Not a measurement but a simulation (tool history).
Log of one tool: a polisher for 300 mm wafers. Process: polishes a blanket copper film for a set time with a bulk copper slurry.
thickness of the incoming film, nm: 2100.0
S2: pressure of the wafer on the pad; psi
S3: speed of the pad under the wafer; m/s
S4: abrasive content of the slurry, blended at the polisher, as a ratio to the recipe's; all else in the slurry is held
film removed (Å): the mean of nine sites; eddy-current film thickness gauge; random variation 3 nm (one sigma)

{"run": 1, "day": 0.0, "flow of slurry (ml/min)": 165, "S2": 2.4, "S3": 0.86, "S4": 1.0, "polishing time (s)": 102, "film removed (Å)": 7018.5}
{"run": 2, "day": 0.171, "flow of slurry (ml/min)": 205, "S2": 2.4, "S3": 0.86, "S4": 1.0, "polishing time (s)": 102, "film removed (Å)": 7140.5}
{"run": 3, "day": 0.425, "flow of slurry (ml/min)": 205, "S2": 2.1, "S3": 0.86, "S4": 1.0, "polishing time (s)": 102, "film removed (Å)": 6359.1}
{"run": 4, "day": 0.571, "flow of slurry (ml/min)": 205, "S2": 2.1, "S3": 0.86, "S4": 1.2, "polishing time (s)": 102, "film removed (Å)": 6699.4}
{"run": 5, "day": 0.788, "flow of slurry (ml/min)": 205, "S2": 2.1, "S3": 0.86, "S4": 1.2, "polishing time (s)": 102, "film removed (Å)": 6754.8}
{"run": 6, "day": 1.079, "flow of slurry (ml/min)": 205, "S2": 2.1, "S3": 1.02, "S4": 1.2, "polishing time (s)": 102, "film removed (Å)": 7643.2}

Forecast run 7:
{"run": 7, "day": 1.325, "flow of slurry (ml/min)": 205, "S2": 2.1, "S3": 1.02, "S4": 1.2, "polishing time (s)": 102, "film removed (Å)": "?"}

Run 7 gave film removed (Å) 7589.1.
